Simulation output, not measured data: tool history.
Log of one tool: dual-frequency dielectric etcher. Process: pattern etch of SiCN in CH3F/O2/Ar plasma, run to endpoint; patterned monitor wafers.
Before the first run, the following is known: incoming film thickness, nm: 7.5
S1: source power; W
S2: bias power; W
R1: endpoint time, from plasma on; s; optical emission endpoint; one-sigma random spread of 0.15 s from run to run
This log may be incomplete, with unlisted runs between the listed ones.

{"run": 1, "hour": 0.0, "S1": 480, "S2": 54, "R1": 20.277}
{"run": 2, "hour": 8.9, "S1": 460, "S2": 53, "R1": 20.678}
{"run": 3, "hour": 12.8, "S1": 440, "S2": 52, "R1": 21.167}
{"run": 4, "hour": 15.4, "S1": 430, "S2": 52, "R1": 21.609}
{"run": 5, "hour": 20.1, "S1": 430, "S2": 60, "R1": 20.944}
{"run": 6, "hour": 27.3, "S1": 490, "S2": 60, "R1": 19.407}

Run 7 has not been measured yet. What should we expect?
{"hour": 34.2, "done": "source power generator calibrated"}
{"run": 7, "hour": 34.2, "S1": 470, "S2": 59, "R1": "?"}

Run 7 produced R1 20.601 s.

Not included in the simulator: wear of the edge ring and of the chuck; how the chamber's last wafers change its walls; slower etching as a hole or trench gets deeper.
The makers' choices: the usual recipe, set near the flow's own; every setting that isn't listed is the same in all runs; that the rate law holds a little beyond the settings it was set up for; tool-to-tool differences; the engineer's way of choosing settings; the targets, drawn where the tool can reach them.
